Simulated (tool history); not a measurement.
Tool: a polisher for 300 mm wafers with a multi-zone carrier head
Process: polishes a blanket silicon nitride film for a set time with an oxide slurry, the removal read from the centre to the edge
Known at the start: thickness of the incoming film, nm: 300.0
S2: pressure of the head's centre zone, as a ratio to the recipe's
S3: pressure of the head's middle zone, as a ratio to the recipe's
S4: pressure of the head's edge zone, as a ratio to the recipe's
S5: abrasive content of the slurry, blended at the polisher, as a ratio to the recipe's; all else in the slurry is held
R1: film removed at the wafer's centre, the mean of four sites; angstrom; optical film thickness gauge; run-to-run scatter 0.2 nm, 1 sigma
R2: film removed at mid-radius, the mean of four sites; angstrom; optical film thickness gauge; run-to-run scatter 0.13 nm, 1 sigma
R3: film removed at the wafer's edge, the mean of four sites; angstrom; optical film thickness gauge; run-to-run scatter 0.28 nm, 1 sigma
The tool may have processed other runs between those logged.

run 1 day=0 | flow_of_slurry_(ml/min)=300 S2=1 S3=1 S4=1 S5=1 polishing_time_(s)=44 | R1=244.86 R2=231.71 R3=238.52
run 2 day=0.158 | flow_of_slurry_(ml/min)=300 S2=0.92 S3=1 S4=1 S5=1 polishing_time_(s)=44 | R1=227.29 R2=230.72 R3=239.49
run 3 day=0.442 | flow_of_slurry_(ml/min)=300 S2=0.92 S3=1 S4=1.03 S5=1 polishing_time_(s)=44 | R1=228.63 R2=229.76 R3=238.26
run 4 day=0.667 | flow_of_slurry_(ml/min)=300 S2=0.92 S3=0.92 S4=1.03 S5=1 polishing_time_(s)=44 | R1=226.41 R2=219.82 R3=243.23
run 5 day=0.708 | flow_of_slurry_(ml/min)=335 S2=0.92 S3=0.92 S4=1.03 S5=1 polishing_time_(s)=44 | R1=227.34 R2=223.09 R3=247.2
run 6 day=0.812 | flow_of_slurry_(ml/min)=305 S2=0.95 S3=0.93 S4=0.99 S5=0.95 polishing_time_(s)=44 | R1=229.93 R2=217.11 R3=233.98
run 7 day=1.15 | flow_of_slurry_(ml/min)=290 S2=0.97 S3=0.93 S4=0.96 S5=0.95 polishing_time_(s)=44 | R1=230.57 R2=214.65 R3=225.28

What will run 8 give?
run 8 day=1.425 | flow_of_slurry_(ml/min)=280 S2=0.98 S3=0.92 S4=0.95 S5=0.95 polishing_time_(s)=44 | R1=? R2=? R3=?

Run 8 came out at R1 232.98 angstrom, R2 213.41 angstrom, R3 231.32 angstrom.
